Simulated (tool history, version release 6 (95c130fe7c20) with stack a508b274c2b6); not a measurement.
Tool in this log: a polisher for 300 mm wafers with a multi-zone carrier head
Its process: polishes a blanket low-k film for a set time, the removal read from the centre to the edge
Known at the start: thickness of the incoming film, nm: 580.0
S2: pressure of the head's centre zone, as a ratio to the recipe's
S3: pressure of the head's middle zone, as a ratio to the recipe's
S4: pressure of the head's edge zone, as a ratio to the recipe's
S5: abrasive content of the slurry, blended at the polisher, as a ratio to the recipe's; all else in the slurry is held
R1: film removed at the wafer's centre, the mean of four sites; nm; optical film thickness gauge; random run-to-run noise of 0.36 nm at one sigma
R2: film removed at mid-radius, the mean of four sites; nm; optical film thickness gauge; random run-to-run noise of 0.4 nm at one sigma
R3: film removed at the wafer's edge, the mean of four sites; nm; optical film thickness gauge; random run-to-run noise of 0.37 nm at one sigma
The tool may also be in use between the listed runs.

{"run": 1, "hour": 0.0, "flow of slurry (ml/min)": 125, "S2": 1, "S3": 1, "S4": 1, "S5": 1, "polishing time (s)": 67, "R1": 25.063, "R2": 24.507, "R3": 25.961}
{"run": 2, "hour": 6.9, "flow of slurry (ml/min)": 125, "S2": 1, "S3": 1, "S4": 1, "S5": 0.9, "polishing time (s)": 67, "R1": 23.836, "R2": 23.304, "R3": 24.053}
{"run": 3, "hour": 9.6, "flow of slurry (ml/min)": 130, "S2": 1, "S3": 1, "S4": 1.01, "S5": 0.95, "polishing time (s)": 67, "R1": 24.918, "R2": 24.514, "R3": 25.046}
{"run": 4, "hour": 12.3, "flow of slurry (ml/min)": 130, "S2": 1, "S3": 0.99, "S4": 1.02, "S5": 1, "polishing time (s)": 67, "R1": 25.159, "R2": 24.618, "R3": 26.505}
{"run": 5, "hour": 13.1, "flow of slurry (ml/min)": 155, "S2": 1, "S3": 0.99, "S4": 1.02, "S5": 1, "polishing time (s)": 67, "R1": 26.534, "R2": 25.105, "R3": 26.78}
{"run": 6, "hour": 16.0, "flow of slurry (ml/min)": 155, "S2": 1, "S3": 0.99, "S4": 1.03, "S5": 1.05, "polishing time (s)": 67, "R1": 26.844, "R2": 26.511, "R3": 27.547}

The next listed run, before its measurement:
{"run": 7, "hour": 21.6, "flow of slurry (ml/min)": 155, "S2": 1.01, "S3": 0.98, "S4": 1.04, "S5": 1.05, "polishing time (s)": 67, "R1": "?", "R2": "?", "R3": "?"}

R1: 27.026 nm
R2: 27.175 nm
R3: 27.489 nm

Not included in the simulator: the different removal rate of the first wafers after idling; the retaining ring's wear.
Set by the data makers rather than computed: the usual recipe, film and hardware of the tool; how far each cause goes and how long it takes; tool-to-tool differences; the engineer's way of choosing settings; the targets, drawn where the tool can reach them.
